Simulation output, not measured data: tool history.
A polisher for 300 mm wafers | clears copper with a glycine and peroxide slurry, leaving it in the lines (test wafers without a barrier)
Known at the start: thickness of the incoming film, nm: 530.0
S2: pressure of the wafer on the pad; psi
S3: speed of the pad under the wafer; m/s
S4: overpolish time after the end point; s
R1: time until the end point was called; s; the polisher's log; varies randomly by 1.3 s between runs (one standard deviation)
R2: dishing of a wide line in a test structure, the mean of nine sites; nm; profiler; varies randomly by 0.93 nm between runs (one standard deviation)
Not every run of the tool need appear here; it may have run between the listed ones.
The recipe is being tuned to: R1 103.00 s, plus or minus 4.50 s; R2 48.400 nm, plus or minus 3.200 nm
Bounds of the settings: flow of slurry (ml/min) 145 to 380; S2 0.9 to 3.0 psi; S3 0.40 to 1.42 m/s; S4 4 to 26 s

Run 1, hour 0.0: flow of slurry (ml/min) 245, S2 1.9 psi, S3 0.90 m/s, S4 13 s. Result: R1 134.11 s, R2 29.210 nm.
Run 2, hour 2.6: flow of slurry (ml/min) 245, S2 2.0 psi, S3 0.90 m/s, S4 14 s. Result: R1 126.45 s, R2 32.149 nm.
Run 3, hour 5.0: flow of slurry (ml/min) 210, S2 2.0 psi, S3 0.90 m/s, S4 14 s. Result: R1 130.44 s, R2 31.502 nm.
Run 4, hour 12.0: flow of slurry (ml/min) 210, S2 2.2 psi, S3 0.90 m/s, S4 14 s. Result: R1 121.83 s, R2 32.924 nm.
Run 5, hour 19.5: flow of slurry (ml/min) 210, S2 2.4 psi, S3 0.90 m/s, S4 14 s. Result: R1 116.84 s, R2 34.318 nm.
Run 6, hour 24.1: flow of slurry (ml/min) 210, S2 2.5 psi, S3 0.90 m/s, S4 15 s. Result: R1 108.48 s, R2 37.229 nm.
Run 7, hour 28.5: flow of slurry (ml/min) 210, S2 2.5 psi, S3 0.90 m/s, S4 16 s. Result: R1 108.58 s, R2 39.423 nm.
Run 8, hour 33.3: flow of slurry (ml/min) 210, S2 2.5 psi, S3 0.90 m/s, S4 17 s. Result: R1 110.59 s, R2 39.486 nm.
Run 9, hour 35.3: flow of slurry (ml/min) 210, S2 2.5 psi, S3 0.90 m/s, S4 18 s. Result: R1 111.41 s, R2 41.120 nm.
Run 10, hour 43.3: flow of slurry (ml/min) 215, S2 2.5 psi, S3 0.90 m/s, S4 19 s. Result: R1 110.27 s, R2 43.971 nm.
Run 11, hour 44.4: flow of slurry (ml/min) 220, S2 2.6 psi, S3 0.90 m/s, S4 20 s. Result: R1 104.05 s, R2 43.843 nm.

Pick the move, out of 4, that brings all results within their allowed miss; only one does.
Run A, hour 45.5: flow of slurry (ml/min) 235, S2 2.5 psi, S3 0.96 m/s, S4 17 s. Result: R1 ?, R2 ?.
Run B, hour 45.5: flow of slurry (ml/min) 230, S2 2.6 psi, S3 0.92 m/s, S4 16 s. Result: R1 ?, R2 ?.
Run C, hour 45.5: flow of slurry (ml/min) 230, S2 2.7 psi, S3 0.90 m/s, S4 22 s. Result: R1 ?, R2 ?.
Run D, hour 45.5: flow of slurry (ml/min) 175, S2 2.6 psi, S3 0.86 m/s, S4 18 s. Result: R1 ?, R2 ?.

move      R1      R2
   A  106.58  41.714
   B  107.33  40.175
   C  106.15  48.306
   D  117.99  40.926
A: misses by more than the last run did
B: misses by more than the last run did
C: all results land within tolerance of their targets
D: misses by more than the last run did
Move C is the one to make.
